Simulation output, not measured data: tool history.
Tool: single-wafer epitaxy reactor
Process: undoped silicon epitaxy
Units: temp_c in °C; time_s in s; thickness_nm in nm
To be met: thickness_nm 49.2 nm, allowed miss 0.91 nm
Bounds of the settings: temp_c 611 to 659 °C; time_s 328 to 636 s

run  hour  temp_c  time_s  thickness_nm
  1     0     635     482        62.702
  2   5.7     632     481        58.139
  3  14.3     632     417        50.282
  4  19.1     640     417        61.728
  5  23.3     637     417        57.097
  6  30.3     645     417        70.109
  7  32.5     641     416        62.883
  8  38.1     638     416        58.216
  9  44.7     636     416        55.539
 10  46.5     634     416        52.681

Which of these 5 next moves meets every target?
  A  48.3     634     388             ?
  B  48.3     639     421             ?
  C  48.3     634     404             ?
  D  48.3     637     421             ?
  E  48.3     636     437             ?

move  thickness_nm
   A        49.387
   B        60.896
   C        51.424
   D        57.871
   E        58.554
A: meets every target
B: further off than the last run
C: nearer than the last run, and not there yet
D: further off than the last run
E: further off than the last run
Move A is the one to make.
